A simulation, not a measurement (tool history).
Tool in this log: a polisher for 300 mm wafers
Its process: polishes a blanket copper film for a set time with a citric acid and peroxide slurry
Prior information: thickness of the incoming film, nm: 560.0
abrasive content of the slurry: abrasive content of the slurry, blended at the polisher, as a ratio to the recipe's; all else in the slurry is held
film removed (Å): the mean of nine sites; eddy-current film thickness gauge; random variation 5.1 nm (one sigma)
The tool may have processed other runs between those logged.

run,hour,flow of slurry (ml/min),pressure of the wafer on the pad (kPa),speed of the pad under the wafer (cm/s),abrasive content of the slurry,polishing time (s),film removed (Å)
1,0.0,195,28.3,124,1.0,78,2320.8
2,4.9,195,31.0,126,1.0,78,2644.8
3,9.0,195,33.1,126,1.0,78,2796.9
4,12.8,195,35.2,126,1.0,78,3063.6
5,21.2,195,35.2,104,1.0,78,2683.2
6,24.4,195,35.2,104,1.0,78,2670.6
7,26.0,195,37.2,104,1.0,78,2741.0

Run 8 has not been measured yet. What should we expect?
8,32.8,195,38.6,106,1.0,78,?

Run 8 yielded film removed (Å) 2862.6.
